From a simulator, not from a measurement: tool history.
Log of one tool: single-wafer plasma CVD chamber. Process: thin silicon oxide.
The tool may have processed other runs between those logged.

run,day,heater temperature setpoint (deg C),chamber pressure (Pa),RF power (W),deposition time (s),mean film thickness on the monitor wafer (Å)
1,0.000,415,97.6,275,13.3,215.92
2,0.112,415,114.0,275,13.3,250.05
3,0.254,415,108.9,275,13.3,238.78
4,0.604,415,108.9,275,13.7,247.22
5,0.771,407,108.9,275,13.7,248.20
6,1.117,407,108.9,275,13.7,249.81
7,1.208,408,104.1,275,13.7,238.90
8,1.317,408,104.1,275,13.7,239.18
9,1.442,409,100.3,275,13.7,230.68

For run 10, what comes out?
10,1.758,409,97.2,275,13.7,?

mean film thickness on the monitor wafer (Å): 223.95

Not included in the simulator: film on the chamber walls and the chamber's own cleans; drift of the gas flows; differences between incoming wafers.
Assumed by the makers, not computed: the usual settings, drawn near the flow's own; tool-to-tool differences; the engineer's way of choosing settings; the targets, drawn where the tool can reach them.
